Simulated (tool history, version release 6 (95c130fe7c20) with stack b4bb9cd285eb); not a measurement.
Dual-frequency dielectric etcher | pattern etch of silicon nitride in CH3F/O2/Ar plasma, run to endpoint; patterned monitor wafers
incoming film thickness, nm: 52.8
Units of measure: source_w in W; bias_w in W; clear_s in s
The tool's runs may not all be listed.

| run | hour | source_w | bias_w | clear_s |
|---|---|---|---|---|
| 1 | 0 | 390 | 88 | 73.254 |
| 2 | 2.1 | 360 | 88 | 76.322 |
| 3 | 9.3 | 340 | 88 | 77.963 |
| 4 | 16.7 | 340 | 83 | 79.427 |
| 5 | 25.2 | 340 | 73 | 81.897 |
| 6 | 29.7 | 340 | 84 | 79.332 |

What does the tool deliver on the next run?
|  | 35.6 | bias power generator calibrated |
| 7 | 35.6 | 260 | 81 | ? |

Run 7 measured clear_s 91.306 s.
